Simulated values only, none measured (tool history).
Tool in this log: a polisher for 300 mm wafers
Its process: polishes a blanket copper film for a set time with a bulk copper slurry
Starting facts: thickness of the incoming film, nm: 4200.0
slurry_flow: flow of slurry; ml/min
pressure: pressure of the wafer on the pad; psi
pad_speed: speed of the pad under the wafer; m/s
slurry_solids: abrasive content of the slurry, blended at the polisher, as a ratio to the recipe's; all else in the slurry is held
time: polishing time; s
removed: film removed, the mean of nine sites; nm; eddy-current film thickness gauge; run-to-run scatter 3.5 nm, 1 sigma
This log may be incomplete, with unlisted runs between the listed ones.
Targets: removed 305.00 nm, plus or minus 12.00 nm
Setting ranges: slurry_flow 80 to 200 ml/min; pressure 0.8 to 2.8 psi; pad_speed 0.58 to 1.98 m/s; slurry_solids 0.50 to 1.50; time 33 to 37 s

run,hour,slurry_flow,pressure,pad_speed,slurry_solids,time,removed
1,0.0,130,1.8,1.28,1.00,37,247.50
2,2.6,130,1.8,1.28,0.85,37,234.08
3,7.5,130,1.8,1.28,0.95,37,246.98
4,11.7,130,1.8,1.28,0.95,37,244.32
5,18.2,135,1.9,1.28,0.95,37,252.90
6,27.0,135,2.1,1.28,0.95,37,270.29
7,31.8,135,2.2,1.28,0.95,37,283.38
8,35.2,135,2.3,1.28,0.95,37,288.53

4 candidate next runs follow, results not yet known. Just one meets every target within its allowed miss. Identify it.
A,38.6,130,2.4,1.34,0.95,33,?
B,38.6,130,2.4,1.28,1.00,37,?
C,38.6,130,2.3,1.34,0.90,34,?
D,38.6,135,2.3,1.20,0.95,37,?

move,removed
A,276.10
B,299.45
C,273.31
D,272.82
A: further off than the last run
B: meets every target
C: further off than the last run
D: further off than the last run
The right move is B.
